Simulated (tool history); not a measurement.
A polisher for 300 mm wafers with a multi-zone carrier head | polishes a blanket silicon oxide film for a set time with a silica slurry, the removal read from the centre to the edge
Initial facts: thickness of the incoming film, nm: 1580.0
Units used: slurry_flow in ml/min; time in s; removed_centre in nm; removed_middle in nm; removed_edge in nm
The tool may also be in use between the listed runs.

Run 1, hour 0: slurry_flow 315 ml/min, centre_zone 1, middle_zone 1, edge_zone 1, slurry_solids 1, time 68 s. Result: removed_centre 141.74 nm, removed_middle 136.8 nm, removed_edge 140.69 nm.
Run 2, hour 0.5: slurry_flow 320 ml/min, centre_zone 1.01, middle_zone 0.99, edge_zone 1.02, slurry_solids 1, time 68 s. Result: removed_centre 142.8 nm, removed_middle 134.44 nm, removed_edge 141.04 nm.
Run 3, hour 3.5: slurry_flow 320 ml/min, centre_zone 1.01, middle_zone 0.99, edge_zone 1.02, slurry_solids 1, time 51 s. Result: removed_centre 105.92 nm, removed_middle 103.67 nm, removed_edge 106.79 nm.
Run 4, hour 10.4: slurry_flow 365 ml/min, centre_zone 1.01, middle_zone 0.99, edge_zone 1.02, slurry_solids 1, time 51 s. Result: removed_centre 108.81 nm, removed_middle 102.68 nm, removed_edge 106.01 nm.
Run 5, hour 17.1: slurry_flow 365 ml/min, centre_zone 1.01, middle_zone 1.04, edge_zone 1.02, slurry_solids 1, time 51 s. Result: removed_centre 108.56 nm, removed_middle 107.46 nm, removed_edge 106.55 nm.
Run 6, hour 21.7: slurry_flow 365 ml/min, centre_zone 1.02, middle_zone 1.02, edge_zone 1.04, slurry_solids 1.1, time 52 s. Result: removed_centre 117.39 nm, removed_middle 113.71 nm, removed_edge 118.19 nm.
At hour 28: worn pad replaced by a new one.
Run 7, hour 28: slurry_flow 370 ml/min, centre_zone 1.04, middle_zone 1.02, edge_zone 1.06, slurry_solids 1.15, time 52 s. Result: removed_centre 138.68 nm, removed_middle 130.18 nm, removed_edge 135.37 nm.
Run 8, hour 31: slurry_flow 365 ml/min, centre_zone 1.05, middle_zone 1.01, edge_zone 1.08, slurry_solids 1.15, time 52 s. Result: removed_centre 142.4 nm, removed_middle 127.48 nm, removed_edge 131.44 nm.

For run 9, what comes out?
Run 9, hour 35.8: slurry_flow 365 ml/min, centre_zone 1.04, middle_zone 0.99, edge_zone 1.1, slurry_solids 1.2, time 52 s. Result: removed_centre ?, removed_middle ?, removed_edge ?.

{"run 9": {"removed_centre": 138.25, "removed_middle": 129.64, "removed_edge": 137.91}}
